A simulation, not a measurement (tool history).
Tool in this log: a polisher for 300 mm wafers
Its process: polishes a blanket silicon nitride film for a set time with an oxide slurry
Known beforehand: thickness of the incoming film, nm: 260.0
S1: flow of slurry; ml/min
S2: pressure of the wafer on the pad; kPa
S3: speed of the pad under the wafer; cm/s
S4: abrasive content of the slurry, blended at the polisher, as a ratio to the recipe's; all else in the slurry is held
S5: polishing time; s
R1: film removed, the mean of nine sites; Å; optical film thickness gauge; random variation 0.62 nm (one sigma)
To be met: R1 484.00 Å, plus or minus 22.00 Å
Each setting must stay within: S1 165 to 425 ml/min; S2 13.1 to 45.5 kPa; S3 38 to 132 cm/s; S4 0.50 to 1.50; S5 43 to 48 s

run	hour	S1	S2	S3	S4	S5	R1
1	0.0	275	29.0	84	1.00	48	261.95
2	6.4	275	29.0	84	1.00	43	236.27
3	14.0	275	31.0	86	1.00	43	252.69
4	20.1	275	36.5	86	1.00	43	297.43
5	22.6	275	37.9	90	1.00	43	321.20
6	25.5	275	38.6	92	1.00	43	336.07
7	29.3	275	39.3	94	1.00	43	339.21
8	32.0	275	40.0	98	1.00	43	364.41
9	33.8	275	40.7	100	1.00	43	360.44
10	35.5	275	40.7	100	1.00	43	366.19
11	43.1	275	41.4	102	1.00	43	390.87
12	50.1	275	42.1	104	1.00	43	398.17
13	57.6	275	42.7	106	1.00	43	403.97
14	64.5	275	43.4	108	1.00	43	424.90
15	66.1	275	43.4	110	1.00	43	438.15

Which single option among these 4 for the next run brings every result within its allowed miss of target? Just one does.
A	67.7	240	45.5	130	0.85	45	?
B	67.7	335	37.2	112	0.85	48	?
C	67.7	290	44.8	100	1.00	46	?
D	67.7	225	44.1	96	1.20	44	?

move	R1
A	489.41
B	394.17
C	437.84
D	417.02
A: all results land within tolerance of their targets
B: its largest miss is bigger than the last run's
C: neither nearer nor further off than the last run
D: its largest miss is bigger than the last run's
A meets every target.
